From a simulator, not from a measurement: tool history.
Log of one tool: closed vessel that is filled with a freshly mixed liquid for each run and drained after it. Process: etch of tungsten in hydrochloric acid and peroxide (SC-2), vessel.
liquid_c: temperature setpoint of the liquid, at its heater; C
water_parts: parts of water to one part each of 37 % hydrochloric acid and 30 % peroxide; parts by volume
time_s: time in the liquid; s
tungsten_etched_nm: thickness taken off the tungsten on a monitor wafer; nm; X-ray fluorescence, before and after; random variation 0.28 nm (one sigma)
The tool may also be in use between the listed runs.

run	hour	liquid_c	water_parts	time_s	tungsten_etched_nm
1	0.0	54.0	7.5	175	82.522
2	5.1	54.0	10.5	175	61.484
3	10.7	51.0	10.5	175	50.376
4	16.9	49.0	10.5	175	45.004
5	18.8	49.0	8.0	175	56.024
6	21.8	49.0	8.0	185	58.800
7	22.6	46.5	8.0	185	49.302
8	23.5	44.5	8.0	185	43.285
9	26.7	43.0	8.0	185	38.230
10	34.5	42.0	8.0	185	36.814
11	43.2	41.0	8.0	185	33.503
12	49.7	40.5	8.0	185	32.356
13	50.8	40.0	8.0	185	31.225

Run 14 comes next. What will it give?
14	54.0	39.5	8.0	185	?

tungsten_etched_nm: 29.873 nm
